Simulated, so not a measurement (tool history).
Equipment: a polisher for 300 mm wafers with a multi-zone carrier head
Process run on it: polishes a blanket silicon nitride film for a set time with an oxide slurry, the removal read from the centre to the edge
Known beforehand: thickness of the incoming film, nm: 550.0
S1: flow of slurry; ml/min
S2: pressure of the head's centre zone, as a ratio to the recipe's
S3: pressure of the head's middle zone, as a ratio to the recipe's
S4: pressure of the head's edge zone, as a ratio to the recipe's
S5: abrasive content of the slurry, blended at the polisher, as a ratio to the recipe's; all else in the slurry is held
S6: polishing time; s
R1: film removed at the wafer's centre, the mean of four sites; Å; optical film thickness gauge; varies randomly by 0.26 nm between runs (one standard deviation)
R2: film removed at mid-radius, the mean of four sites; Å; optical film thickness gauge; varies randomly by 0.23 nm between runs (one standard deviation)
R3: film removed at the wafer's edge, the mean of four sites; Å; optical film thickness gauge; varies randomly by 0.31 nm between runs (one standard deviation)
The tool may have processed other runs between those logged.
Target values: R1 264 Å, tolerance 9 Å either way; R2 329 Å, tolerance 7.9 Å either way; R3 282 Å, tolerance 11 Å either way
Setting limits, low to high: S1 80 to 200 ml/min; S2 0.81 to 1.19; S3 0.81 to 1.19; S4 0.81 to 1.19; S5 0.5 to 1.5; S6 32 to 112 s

run 1 hour=0 | S1=130 S2=1 S3=1 S4=1 S5=1 S6=72 | R1=516.63 R2=547.47 R3=560.91
run 2 hour=7.2 | S1=130 S2=1 S3=1 S4=1 S5=1 S6=88 | R1=626.55 R2=668.67 R3=669.4
run 3 hour=11 | S1=130 S2=1 S3=1 S4=1 S5=1.15 S6=88 | R1=653.5 R2=704.82 R3=719.99
run 4 hour=15.8 | S1=125 S2=0.97 S3=1.02 S4=0.95 S5=0.95 S6=76 | R1=509.24 R2=572.28 R3=558.28
run 5 hour=19.8 | S1=125 S2=0.96 S3=1.04 S4=0.91 S5=0.8 S6=66 | R1=408.79 R2=471.4 R3=438.57
run 6 hour=24.5 | S1=150 S2=0.96 S3=1.04 S4=0.91 S5=0.8 S6=66 | R1=417.49 R2=486.26 R3=457.03
run 7 hour=30.2 | S1=135 S2=0.95 S3=1.05 S4=0.88 S5=0.7 S6=62 | R1=366.23 R2=428.52 R3=392.55
run 8 hour=35.2 | S1=125 S2=0.94 S3=1.06 S4=0.86 S5=0.65 S6=60 | R1=334.6 R2=401.28 R3=364.09
run 9 hour=38.7 | S1=115 S2=0.94 S3=1.07 S4=0.85 S5=0.6 S6=58 | R1=308.77 R2=374.45 R3=333.41
run 10 hour=44.5 | S1=105 S2=0.94 S3=1.08 S4=0.84 S5=0.55 S6=57 | R1=292.57 R2=352.95 R3=324.52
-- hour=50.9 centre zone pressure recalibrated
run 11 hour=50.9 | S1=110 S2=0.94 S3=1.09 S4=0.83 S5=0.55 S6=55 | R1=301.79 R2=345.6 R3=305.77
run 12 hour=53.5 | S1=90 S2=0.89 S3=1.13 S4=0.81 S5=0.5 S6=53 | R1=254.3 R2=317.1 R3=270.76

Which of these 5 next moves meets every target?
run A hour=56.1 | S1=95 S2=0.89 S3=1.01 S4=0.94 S5=0.75 S6=46 | R1=? R2=? R3=?
run B hour=56.1 | S1=90 S2=0.84 S3=1.15 S4=0.83 S5=0.55 S6=52 | R1=? R2=? R3=?
run C hour=56.1 | S1=85 S2=0.84 S3=1.14 S4=0.84 S5=0.55 S6=52 | R1=? R2=? R3=?
run D hour=56.1 | S1=85 S2=0.86 S3=1.09 S4=0.9 S5=0.55 S6=51 | R1=? R2=? R3=?
run E hour=56.1 | S1=85 S2=0.9 S3=1.14 S4=0.81 S5=0.55 S6=53 | R1=? R2=? R3=?

move=A R1=266.7 R2=298.67 R3=300.54
move=B R1=249.96 R2=326.74 R3=282.95
move=C R1=247.08 R2=321.38 R3=282.54
move=D R1=248.07 R2=304.83 R3=285.9
move=E R1=269.98 R2=327.47 R3=283.48
A: the biggest miss grows against the last run
B: the furthest-off result lands on target, but another misses its tolerance
C: the furthest-off result lands on target, but another misses its tolerance
D: the biggest miss grows against the last run
E: all results in spec
E is the move that brings every result within its allowed miss.
